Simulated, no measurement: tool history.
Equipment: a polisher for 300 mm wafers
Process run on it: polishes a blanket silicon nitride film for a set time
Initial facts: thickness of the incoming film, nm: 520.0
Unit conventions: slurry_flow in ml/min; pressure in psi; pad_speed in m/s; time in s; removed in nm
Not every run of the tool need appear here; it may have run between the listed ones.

{"run": 1, "hour": 0.0, "slurry_flow": 220, "pressure": 3.5, "pad_speed": 0.88, "time": 68, "removed": 112.96}
{"run": 2, "hour": 6.8, "slurry_flow": 215, "pressure": 3.2, "pad_speed": 0.88, "time": 68, "removed": 103.07}
{"run": 3, "hour": 11.1, "slurry_flow": 210, "pressure": 3.0, "pad_speed": 0.88, "time": 68, "removed": 96.189}
{"run": 4, "hour": 13.2, "slurry_flow": 205, "pressure": 2.8, "pad_speed": 0.88, "time": 68, "removed": 89.422}
{"run": 5, "hour": 21.5, "slurry_flow": 200, "pressure": 2.6, "pad_speed": 0.88, "time": 68, "removed": 82.961}
{"run": 6, "hour": 29.5, "slurry_flow": 170, "pressure": 2.6, "pad_speed": 0.88, "time": 68, "removed": 82.364}
{"run": 7, "hour": 35.8, "slurry_flow": 170, "pressure": 2.5, "pad_speed": 0.88, "time": 68, "removed": 77.82}

What will run 8 give?
{"run": 8, "hour": 38.6, "slurry_flow": 155, "pressure": 1.6, "pad_speed": 0.88, "time": 68, "removed": "?"}

removed: 51.211 nm
